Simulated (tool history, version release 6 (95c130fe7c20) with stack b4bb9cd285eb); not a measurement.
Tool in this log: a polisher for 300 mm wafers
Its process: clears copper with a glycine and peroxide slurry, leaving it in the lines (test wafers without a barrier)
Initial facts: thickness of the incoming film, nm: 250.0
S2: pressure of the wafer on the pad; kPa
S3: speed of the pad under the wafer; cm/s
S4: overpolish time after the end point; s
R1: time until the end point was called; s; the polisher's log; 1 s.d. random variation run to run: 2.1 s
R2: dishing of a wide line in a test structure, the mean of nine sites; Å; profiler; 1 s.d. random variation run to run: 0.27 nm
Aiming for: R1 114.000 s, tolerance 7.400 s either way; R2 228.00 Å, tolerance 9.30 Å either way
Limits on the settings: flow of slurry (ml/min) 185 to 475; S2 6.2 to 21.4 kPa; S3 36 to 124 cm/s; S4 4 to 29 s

{"run": 1, "day": 0.0, "flow of slurry (ml/min)": 305, "S2": 13.8, "S3": 80, "S4": 15, "R1": 89.839, "R2": 326.27}
{"run": 2, "day": 0.2, "flow of slurry (ml/min)": 305, "S2": 13.1, "S3": 80, "S4": 15, "R1": 94.655, "R2": 312.97}
{"run": 3, "day": 0.238, "flow of slurry (ml/min)": 305, "S2": 12.4, "S3": 80, "S4": 15, "R1": 95.082, "R2": 303.68}
{"run": 4, "day": 0.267, "flow of slurry (ml/min)": 305, "S2": 10.3, "S3": 80, "S4": 15, "R1": 110.57, "R2": 264.59}
{"run": 5, "day": 0.417, "flow of slurry (ml/min)": 305, "S2": 10.3, "S3": 80, "S4": 19, "R1": 104.55, "R2": 336.25}
{"run": 6, "day": 0.467, "flow of slurry (ml/min)": 305, "S2": 12.4, "S3": 80, "S4": 19, "R1": 97.192, "R2": 369.22}
{"run": 7, "day": 0.604, "flow of slurry (ml/min)": 305, "S2": 11.7, "S3": 80, "S4": 18, "R1": 101.07, "R2": 340.23}
{"run": 8, "day": 0.833, "flow of slurry (ml/min)": 305, "S2": 9.7, "S3": 76, "S4": 12, "R1": 119.95, "R2": 206.53}

5 next moves are on the table. One of them brings every result within its allowed miss. Which?
{"run": "A", "day": 1.062, "flow of slurry (ml/min)": 290, "S2": 8.3, "S3": 68, "S4": 18, "R1": "?", "R2": "?"}
{"run": "B", "day": 1.062, "flow of slurry (ml/min)": 305, "S2": 11.0, "S3": 86, "S4": 13, "R1": "?", "R2": "?"}
{"run": "C", "day": 1.062, "flow of slurry (ml/min)": 340, "S2": 9.0, "S3": 86, "S4": 13, "R1": "?", "R2": "?"}
{"run": "D", "day": 1.062, "flow of slurry (ml/min)": 285, "S2": 12.4, "S3": 74, "S4": 13, "R1": "?", "R2": "?"}
{"run": "E", "day": 1.062, "flow of slurry (ml/min)": 285, "S2": 7.6, "S3": 82, "S4": 13, "R1": "?", "R2": "?"}

move=A R1=136.030 R2=254.22
move=B R1=99.441 R2=250.96
move=C R1=113.410 R2=221.62
move=D R1=100.480 R2=249.55
move=E R1=130.960 R2=193.60
A: carries the result that was furthest off beyond its target, to the other side
B: carries the result that was furthest off beyond its target, to the other side
C: hits every target within its allowed miss
D: carries the result that was furthest off beyond its target, to the other side
E: misses by more than the last run did
The move that meets every target is C.

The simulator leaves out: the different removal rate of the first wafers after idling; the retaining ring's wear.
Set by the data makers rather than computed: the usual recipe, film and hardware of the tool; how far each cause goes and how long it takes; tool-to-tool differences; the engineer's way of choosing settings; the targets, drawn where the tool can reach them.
